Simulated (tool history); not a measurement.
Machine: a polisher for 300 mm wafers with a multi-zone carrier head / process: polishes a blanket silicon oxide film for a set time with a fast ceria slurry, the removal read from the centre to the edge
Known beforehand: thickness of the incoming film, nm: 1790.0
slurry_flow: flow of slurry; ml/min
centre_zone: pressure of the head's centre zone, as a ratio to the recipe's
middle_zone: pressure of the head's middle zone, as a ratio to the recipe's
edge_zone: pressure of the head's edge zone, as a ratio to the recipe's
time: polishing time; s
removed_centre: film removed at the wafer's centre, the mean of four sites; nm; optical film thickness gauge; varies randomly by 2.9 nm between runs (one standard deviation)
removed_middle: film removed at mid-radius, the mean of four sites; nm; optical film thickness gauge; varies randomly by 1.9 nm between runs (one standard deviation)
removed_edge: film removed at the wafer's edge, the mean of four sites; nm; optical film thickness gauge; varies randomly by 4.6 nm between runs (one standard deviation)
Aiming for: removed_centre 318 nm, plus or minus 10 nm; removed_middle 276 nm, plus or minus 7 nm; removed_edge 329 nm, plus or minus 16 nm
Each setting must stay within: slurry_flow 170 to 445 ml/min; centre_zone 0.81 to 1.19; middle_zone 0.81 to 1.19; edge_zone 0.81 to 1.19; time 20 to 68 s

{"run": 1, "hour": 0.0, "slurry_flow": 285, "centre_zone": 1, "middle_zone": 1, "edge_zone": 1, "time": 44, "removed_centre": 493.27, "removed_middle": 492.88, "removed_edge": 498.81}
{"run": 2, "hour": 8.9, "slurry_flow": 280, "centre_zone": 1, "middle_zone": 0.97, "edge_zone": 1, "time": 41, "removed_centre": 460.4, "removed_middle": 447.82, "removed_edge": 465.04}
{"run": 3, "hour": 11.9, "slurry_flow": 275, "centre_zone": 1, "middle_zone": 0.94, "edge_zone": 1, "time": 38, "removed_centre": 432.9, "removed_middle": 403.17, "removed_edge": 420.45}
{"run": 4, "hour": 16.0, "slurry_flow": 265, "centre_zone": 0.99, "middle_zone": 0.92, "edge_zone": 1.02, "time": 36, "removed_centre": 403.03, "removed_middle": 376.57, "removed_edge": 401.34}
{"run": 5, "hour": 22.9, "slurry_flow": 260, "centre_zone": 0.99, "middle_zone": 0.9, "edge_zone": 1.04, "time": 35, "removed_centre": 386.88, "removed_middle": 360.22, "removed_edge": 395.68}
{"run": 6, "hour": 28.4, "slurry_flow": 195, "centre_zone": 0.99, "middle_zone": 0.9, "edge_zone": 1.04, "time": 35, "removed_centre": 374.63, "removed_middle": 350.38, "removed_edge": 389.92}
{"run": 7, "hour": 37.4, "slurry_flow": 195, "centre_zone": 0.99, "middle_zone": 0.88, "edge_zone": 1.04, "time": 34, "removed_centre": 368.23, "removed_middle": 331.4, "removed_edge": 379.8}
{"run": 8, "hour": 40.1, "slurry_flow": 195, "centre_zone": 0.98, "middle_zone": 0.87, "edge_zone": 1.03, "time": 33, "removed_centre": 355.24, "removed_middle": 319.44, "removed_edge": 353.62}
{"run": 9, "hour": 44.7, "slurry_flow": 190, "centre_zone": 0.98, "middle_zone": 0.86, "edge_zone": 1.04, "time": 32, "removed_centre": 335.87, "removed_middle": 308.35, "removed_edge": 356.21}
{"run": 10, "hour": 47.0, "slurry_flow": 190, "centre_zone": 0.98, "middle_zone": 0.85, "edge_zone": 1.04, "time": 32, "removed_centre": 340.71, "removed_middle": 302.42, "removed_edge": 361.82}
{"run": 11, "hour": 54.1, "slurry_flow": 190, "centre_zone": 0.97, "middle_zone": 0.84, "edge_zone": 1.02, "time": 32, "removed_centre": 338.64, "removed_middle": 303.67, "removed_edge": 349.81}
{"run": 12, "hour": 56.7, "slurry_flow": 190, "centre_zone": 0.97, "middle_zone": 0.83, "edge_zone": 1.02, "time": 32, "removed_centre": 339.77, "removed_middle": 303.97, "removed_edge": 355.68}
{"run": 13, "hour": 64.2, "slurry_flow": 190, "centre_zone": 0.97, "middle_zone": 0.83, "edge_zone": 1.02, "time": 31, "removed_centre": 322.84, "removed_middle": 290.39, "removed_edge": 336.03}

Exercise: of the 4 proposed moves below, exactly one satisfies all targets within the stated allowed misses. Which move is it?
{"run": "A", "hour": 71.7, "slurry_flow": 185, "centre_zone": 0.98, "middle_zone": 0.86, "edge_zone": 1.01, "time": 30, "removed_centre": "?", "removed_middle": "?", "removed_edge": "?"}
{"run": "B", "hour": 71.7, "slurry_flow": 195, "centre_zone": 0.95, "middle_zone": 0.83, "edge_zone": 1.07, "time": 29, "removed_centre": "?", "removed_middle": "?", "removed_edge": "?"}
{"run": "C", "hour": 71.7, "slurry_flow": 260, "centre_zone": 0.98, "middle_zone": 0.82, "edge_zone": 1.05, "time": 29, "removed_centre": "?", "removed_middle": "?", "removed_edge": "?"}
{"run": "D", "hour": 71.7, "slurry_flow": 215, "centre_zone": 0.93, "middle_zone": 0.86, "edge_zone": 0.95, "time": 32, "removed_centre": "?", "removed_middle": "?", "removed_edge": "?"}

move=A removed_centre=324.81 removed_middle=288.24 removed_edge=330
move=B removed_centre=306.06 removed_middle=273.14 removed_edge=329.62
move=C removed_centre=325.39 removed_middle=278.19 removed_edge=333.28
move=D removed_centre=334.17 removed_middle=312.21 removed_edge=345.68
A: better than the last run, though not everything is in spec
B: corrects the largest miss of the last run, while another result sits out of spec
C: hits every target within its allowed miss
D: further off than the last run
Correct choice: C, which meets every target

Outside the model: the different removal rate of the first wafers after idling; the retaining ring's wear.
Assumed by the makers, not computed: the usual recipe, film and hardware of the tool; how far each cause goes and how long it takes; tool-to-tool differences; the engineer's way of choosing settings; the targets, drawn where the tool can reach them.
